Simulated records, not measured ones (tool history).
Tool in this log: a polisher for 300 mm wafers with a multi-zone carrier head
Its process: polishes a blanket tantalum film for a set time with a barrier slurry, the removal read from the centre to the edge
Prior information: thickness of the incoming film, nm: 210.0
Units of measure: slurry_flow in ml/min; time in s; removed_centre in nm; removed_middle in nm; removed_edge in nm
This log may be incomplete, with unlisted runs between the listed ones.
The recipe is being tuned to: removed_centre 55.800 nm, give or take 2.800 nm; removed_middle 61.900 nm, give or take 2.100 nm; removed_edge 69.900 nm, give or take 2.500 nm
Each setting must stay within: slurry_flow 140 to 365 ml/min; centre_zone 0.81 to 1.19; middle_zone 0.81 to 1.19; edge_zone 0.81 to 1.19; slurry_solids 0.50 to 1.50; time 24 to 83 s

Run 1, hour 0.0: slurry_flow 235 ml/min, centre_zone 1.00, middle_zone 1.00, edge_zone 1.00, slurry_solids 1.00, time 53 s. Result: removed_centre 46.806 nm, removed_middle 45.641 nm, removed_edge 47.019 nm.
Run 2, hour 6.3: slurry_flow 215 ml/min, centre_zone 1.00, middle_zone 1.00, edge_zone 1.00, slurry_solids 1.00, time 53 s. Result: removed_centre 45.633 nm, removed_middle 45.205 nm, removed_edge 45.577 nm.
Run 3, hour 12.6: slurry_flow 215 ml/min, centre_zone 1.00, middle_zone 0.93, edge_zone 1.00, slurry_solids 1.00, time 53 s. Result: removed_centre 46.881 nm, removed_middle 42.963 nm, removed_edge 45.542 nm.
Run 4, hour 14.6: slurry_flow 225 ml/min, centre_zone 0.99, middle_zone 0.94, edge_zone 1.03, slurry_solids 1.05, time 54 s. Result: removed_centre 47.063 nm, removed_middle 45.046 nm, removed_edge 48.405 nm.
Run 5, hour 23.6: slurry_flow 225 ml/min, centre_zone 0.99, middle_zone 0.94, edge_zone 1.03, slurry_solids 1.05, time 62 s. Result: removed_centre 53.449 nm, removed_middle 51.301 nm, removed_edge 56.016 nm.
Run 6, hour 25.3: slurry_flow 260 ml/min, centre_zone 0.99, middle_zone 0.94, edge_zone 1.03, slurry_solids 1.05, time 62 s. Result: removed_centre 54.900 nm, removed_middle 53.291 nm, removed_edge 56.216 nm.
Run 7, hour 30.1: slurry_flow 255 ml/min, centre_zone 0.98, middle_zone 0.95, edge_zone 1.05, slurry_solids 1.10, time 62 s. Result: removed_centre 54.614 nm, removed_middle 53.241 nm, removed_edge 57.899 nm.
Run 8, hour 32.4: slurry_flow 255 ml/min, centre_zone 0.97, middle_zone 0.96, edge_zone 1.06, slurry_solids 1.15, time 62 s. Result: removed_centre 55.515 nm, removed_middle 55.213 nm, removed_edge 59.407 nm.
Run 9, hour 40.4: slurry_flow 255 ml/min, centre_zone 0.96, middle_zone 0.96, edge_zone 1.08, slurry_solids 1.20, time 62 s. Result: removed_centre 56.592 nm, removed_middle 56.100 nm, removed_edge 60.079 nm.
Run 10, hour 49.2: slurry_flow 255 ml/min, centre_zone 0.94, middle_zone 0.96, edge_zone 1.09, slurry_solids 1.20, time 63 s. Result: removed_centre 57.070 nm, removed_middle 57.507 nm, removed_edge 61.899 nm.
Run 11, hour 50.6: slurry_flow 255 ml/min, centre_zone 0.92, middle_zone 0.96, edge_zone 1.10, slurry_solids 1.20, time 63 s. Result: removed_centre 55.079 nm, removed_middle 56.513 nm, removed_edge 63.470 nm.
Run 12, hour 56.7: slurry_flow 260 ml/min, centre_zone 0.91, middle_zone 0.97, edge_zone 1.11, slurry_solids 1.20, time 63 s. Result: removed_centre 52.596 nm, removed_middle 57.651 nm, removed_edge 62.932 nm.
Run 13, hour 60.4: slurry_flow 260 ml/min, centre_zone 0.91, middle_zone 0.97, edge_zone 1.12, slurry_solids 1.20, time 63 s. Result: removed_centre 54.106 nm, removed_middle 57.175 nm, removed_edge 61.877 nm.
Run 14, hour 69.1: slurry_flow 260 ml/min, centre_zone 0.90, middle_zone 0.97, edge_zone 1.12, slurry_solids 1.25, time 63 s. Result: removed_centre 54.660 nm, removed_middle 58.540 nm, removed_edge 64.977 nm.
Run 15, hour 73.9: slurry_flow 260 ml/min, centre_zone 0.89, middle_zone 0.97, edge_zone 1.12, slurry_solids 1.25, time 63 s. Result: removed_centre 54.336 nm, removed_middle 57.743 nm, removed_edge 63.878 nm.
Run 16, hour 77.2: slurry_flow 260 ml/min, centre_zone 0.88, middle_zone 0.97, edge_zone 1.13, slurry_solids 1.25, time 63 s. Result: removed_centre 52.961 nm, removed_middle 57.541 nm, removed_edge 65.166 nm.
Run 17, hour 82.4: slurry_flow 265 ml/min, centre_zone 0.87, middle_zone 0.98, edge_zone 1.15, slurry_solids 1.35, time 63 s. Result: removed_centre 54.005 nm, removed_middle 59.331 nm, removed_edge 66.297 nm.
Run 18, hour 83.7: slurry_flow 265 ml/min, centre_zone 0.87, middle_zone 0.98, edge_zone 1.15, slurry_solids 1.35, time 63 s. Result: removed_centre 54.627 nm, removed_middle 59.936 nm, removed_edge 64.398 nm.
Run 19, hour 87.6: slurry_flow 265 ml/min, centre_zone 0.86, middle_zone 0.98, edge_zone 1.15, slurry_solids 1.35, time 63 s. Result: removed_centre 53.812 nm, removed_middle 60.605 nm, removed_edge 66.415 nm.

Which single option among these 4 for the next run brings every result within its allowed miss of target? Just one does.
Run A, hour 91.5: slurry_flow 235 ml/min, centre_zone 0.89, middle_zone 0.95, edge_zone 1.10, slurry_solids 1.45, time 61 s. Result: removed_centre ?, removed_middle ?, removed_edge ?.
Run B, hour 91.5: slurry_flow 170 ml/min, centre_zone 0.86, middle_zone 0.96, edge_zone 1.11, slurry_solids 1.45, time 69 s. Result: removed_centre ?, removed_middle ?, removed_edge ?.
Run C, hour 91.5: slurry_flow 260 ml/min, centre_zone 0.84, middle_zone 1.13, edge_zone 1.13, slurry_solids 1.30, time 62 s. Result: removed_centre ?, removed_middle ?, removed_edge ?.
Run D, hour 91.5: slurry_flow 245 ml/min, centre_zone 0.81, middle_zone 1.08, edge_zone 1.11, slurry_solids 1.45, time 63 s. Result: removed_centre ?, removed_middle ?, removed_edge ?.

move  removed_centre  removed_middle  removed_edge
   A          53.194          58.124        63.387
   B          55.727          63.863        70.010
   C          50.152          67.166        63.761
   D          50.244          67.226        65.868
A: the biggest miss grows against the last run
B: all results in spec
C: the biggest miss grows against the last run
D: the biggest miss grows against the last run
So the answer is move B, the one that meets all the targets.

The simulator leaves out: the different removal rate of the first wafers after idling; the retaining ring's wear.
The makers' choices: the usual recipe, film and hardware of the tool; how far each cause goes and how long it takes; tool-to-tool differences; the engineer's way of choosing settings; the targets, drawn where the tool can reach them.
